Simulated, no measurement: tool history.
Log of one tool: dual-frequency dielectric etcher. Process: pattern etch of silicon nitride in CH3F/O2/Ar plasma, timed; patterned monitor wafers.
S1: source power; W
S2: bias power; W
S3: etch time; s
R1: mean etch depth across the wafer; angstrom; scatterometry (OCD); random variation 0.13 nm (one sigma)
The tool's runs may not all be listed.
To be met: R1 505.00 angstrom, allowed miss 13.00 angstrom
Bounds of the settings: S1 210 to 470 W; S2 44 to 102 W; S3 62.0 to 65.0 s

run	hour	S1	S2	S3	R1
1	0.0	340	73	62.0	429.27
2	6.8	340	73	62.0	431.66
3	13.3	360	73	62.0	442.62
4	17.6	380	75	62.0	456.33
5	22.5	380	80	62.0	470.05
6	26.1	380	70	62.0	442.20
7	30.8	400	73	62.0	458.75
8	37.5	410	75	62.0	471.60
9	46.5	420	76	62.0	477.96
10	49.6	430	77	62.0	484.71

4 next moves are on the table. One of them brings every result within its allowed miss. Which?
A	52.7	470	55	64.0	?
B	52.7	390	81	65.0	?
C	52.7	400	71	62.5	?
D	52.7	420	74	62.0	?

move	R1
A	449.31
B	500.51
C	458.81
D	472.93
A: further off than the last run
B: meets every target
C: further off than the last run
D: further off than the last run
The right move is B.
